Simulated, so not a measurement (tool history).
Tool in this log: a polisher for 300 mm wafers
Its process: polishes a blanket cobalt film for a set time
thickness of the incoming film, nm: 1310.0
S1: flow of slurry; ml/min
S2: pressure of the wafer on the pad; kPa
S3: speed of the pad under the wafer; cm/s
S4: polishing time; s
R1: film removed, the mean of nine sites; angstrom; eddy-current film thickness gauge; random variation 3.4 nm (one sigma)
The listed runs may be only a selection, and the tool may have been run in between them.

run  hour   S1    S2   S3  S4      R1
  1   0.0  275  13.1  108  35  1620.9
  2   8.2  275  16.5  108  35  2082.9
  3  11.3  275  17.2  108  35  2158.0
  4  16.3  275  17.9  108  35  2263.2
  5  24.9  275  20.0  108  35  2523.7
  6  32.8  275  20.0  108  35  2485.2

Expected results for the next run?
  7  38.0  275  20.0  110  35   ?

Logged for run 7: R1 2573.7 angstrom.
